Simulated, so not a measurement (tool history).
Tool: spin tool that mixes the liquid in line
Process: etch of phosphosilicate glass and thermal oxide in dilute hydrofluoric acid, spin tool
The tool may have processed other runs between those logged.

run    day  temperature setpoint of the liquid (°C)  parts of water to one part of 49 % hydrofluoric acid (parts by volume)  time under the liquid (s)  thickness taken off the phosphosilicate glass on a monitor wafer (Å)  thickness taken off the thermal oxide on a monitor wafer (Å)
  1      0                                       21                                                                     205                         30                                                                124.53                                                        4.9744
  2  0.288                                       20                                                                     235                         30                                                                101.43                                                         4.622
  3  0.338                                     20.5                                                                     260                         30                                                                91.125                                                         3.885
  4  0.612                                       24                                                                     260                         30                                                                103.39                                                        4.1689
  5    0.8                                       24                                                                     300                         30                                                                85.199                                                        3.9485
  6  0.896                                       24                                                                     235                         30                                                                118.87                                                        4.6036
  7  1.067                                       23                                                                     260                         30                                                                99.576                                                        4.5264
  8  1.154                                       22                                                                     275                         30                                                                90.158                                                        3.5685
  9  1.408                                     20.5                                                                     290                         30                                                                79.179                                                        3.6199
 10  1.688                                     22.5                                                                     345                         30                                                                 68.68                                                        2.6007
 11  1.783                                     21.5                                                                     345                         30                                                                66.495                                                         2.778

What does the tool deliver on the next run?
 12  1.912                                       21                                                                     345                         30                                                                     ?                                                             ?

{"run 12": {"thickness taken off the phosphosilicate glass on a monitor wafer (Å)": 65.122, "thickness taken off the thermal oxide on a monitor wafer (Å)": 3.0025}}
